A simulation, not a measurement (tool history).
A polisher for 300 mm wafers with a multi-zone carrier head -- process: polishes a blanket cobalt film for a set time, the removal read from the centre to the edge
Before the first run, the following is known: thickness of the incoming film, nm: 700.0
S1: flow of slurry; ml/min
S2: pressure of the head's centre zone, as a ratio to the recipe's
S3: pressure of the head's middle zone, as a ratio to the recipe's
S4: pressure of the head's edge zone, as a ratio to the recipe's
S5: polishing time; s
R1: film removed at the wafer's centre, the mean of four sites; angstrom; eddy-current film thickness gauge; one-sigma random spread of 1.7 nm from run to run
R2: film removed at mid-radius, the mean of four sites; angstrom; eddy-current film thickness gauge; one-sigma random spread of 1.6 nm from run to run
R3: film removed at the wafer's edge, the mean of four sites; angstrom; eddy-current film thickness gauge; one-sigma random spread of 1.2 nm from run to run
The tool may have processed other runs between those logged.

run    day   S1    S2    S3    S4  S5      R1      R2      R3
  1      0  140     1     1     1  44  2705.7  2660.9  2689.6
  2  0.254  140     1     1     1  33  2004.8  1999.7    2045
  3  0.596  110     1     1     1  33  1888.7  1858.2  1935.1
  4  0.862  110     1  0.96     1  33  1907.4  1807.4  1935.5
  5  1.025  110     1  0.96  0.96  33  1907.6  1843.9  1905.1
  6  1.142  110     1  0.96  0.96  27  1550.3    1495  1560.7
  7  1.225  120  0.99  0.96  0.98  27  1563.5  1521.7  1605.6

Predict the results of run 8:
  8  1.575  130  0.99  0.97  1.01  27   ?   ?   ?

{"run 8": {"R1": 1611.2, "R2": 1567.3, "R3": 1649.3}}

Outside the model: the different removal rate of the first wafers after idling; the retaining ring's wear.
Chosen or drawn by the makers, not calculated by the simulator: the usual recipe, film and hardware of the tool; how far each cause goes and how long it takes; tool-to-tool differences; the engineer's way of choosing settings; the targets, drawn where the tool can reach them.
